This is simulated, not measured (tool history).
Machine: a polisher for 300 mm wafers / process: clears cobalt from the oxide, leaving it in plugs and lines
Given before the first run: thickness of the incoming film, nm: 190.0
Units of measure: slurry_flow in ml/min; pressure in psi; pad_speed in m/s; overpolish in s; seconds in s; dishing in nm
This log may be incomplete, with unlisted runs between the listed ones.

{"run": 1, "hour": 0.0, "slurry_flow": 135, "pressure": 1.8, "pad_speed": 1.02, "overpolish": 27, "seconds": 39.989, "dishing": 65.734}
{"run": 2, "hour": 6.9, "slurry_flow": 135, "pressure": 1.8, "pad_speed": 1.12, "overpolish": 27, "seconds": 36.77, "dishing": 65.738}
{"run": 3, "hour": 7.7, "slurry_flow": 130, "pressure": 1.5, "pad_speed": 1.06, "overpolish": 28, "seconds": 46.577, "dishing": 63.509}
{"run": 4, "hour": 11.3, "slurry_flow": 130, "pressure": 1.5, "pad_speed": 1.06, "overpolish": 37, "seconds": 45.467, "dishing": 66.952}
{"run": 5, "hour": 14.3, "slurry_flow": 125, "pressure": 1.3, "pad_speed": 1.04, "overpolish": 35, "seconds": 54.066, "dishing": 63.114}
{"run": 6, "hour": 16.0, "slurry_flow": 125, "pressure": 1.7, "pad_speed": 1.04, "overpolish": 35, "seconds": 42.836, "dishing": 71.404}
{"run": 7, "hour": 20.0, "slurry_flow": 120, "pressure": 1.5, "pad_speed": 1.04, "overpolish": 34, "seconds": 47.842, "dishing": 65.616}

Predict the results of run 8:
{"run": 8, "hour": 25.6, "slurry_flow": 115, "pressure": 1.3, "pad_speed": 1.02, "overpolish": 34, "seconds": "?", "dishing": "?"}

{"run 8": {"seconds": 54.276, "dishing": 60.848}}

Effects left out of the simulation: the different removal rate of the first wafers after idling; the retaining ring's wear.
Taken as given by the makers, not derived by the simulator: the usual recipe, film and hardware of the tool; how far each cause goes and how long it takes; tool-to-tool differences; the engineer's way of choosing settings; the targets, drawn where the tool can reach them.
